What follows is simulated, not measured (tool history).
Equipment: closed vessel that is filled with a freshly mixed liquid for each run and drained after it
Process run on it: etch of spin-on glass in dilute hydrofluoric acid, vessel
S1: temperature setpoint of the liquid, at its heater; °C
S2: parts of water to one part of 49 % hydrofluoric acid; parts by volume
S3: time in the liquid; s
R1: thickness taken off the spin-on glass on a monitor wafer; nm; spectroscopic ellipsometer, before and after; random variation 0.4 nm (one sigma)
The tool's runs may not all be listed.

run 1 hour=0 | S1=24 S2=110 S3=85 | R1=28.992
run 2 hour=3.7 | S1=25.5 S2=95 S3=85 | R1=36.091
run 3 hour=11.1 | S1=26.5 S2=85 S3=85 | R1=42.589
run 4 hour=15.3 | S1=30 S2=85 S3=85 | R1=48.987
run 5 hour=17.2 | S1=30.5 S2=75 S3=85 | R1=57.209
run 6 hour=18.4 | S1=31 S2=70 S3=85 | R1=62.953
run 7 hour=25.9 | S1=32 S2=45 S3=85 | R1=104.86
run 8 hour=30.4 | S1=31 S2=45 S3=85 | R1=101.75

Forecast run 9:
run 9 hour=31.8 | S1=30 S2=45 S3=85 | R1=?

R1: 97.764 nm

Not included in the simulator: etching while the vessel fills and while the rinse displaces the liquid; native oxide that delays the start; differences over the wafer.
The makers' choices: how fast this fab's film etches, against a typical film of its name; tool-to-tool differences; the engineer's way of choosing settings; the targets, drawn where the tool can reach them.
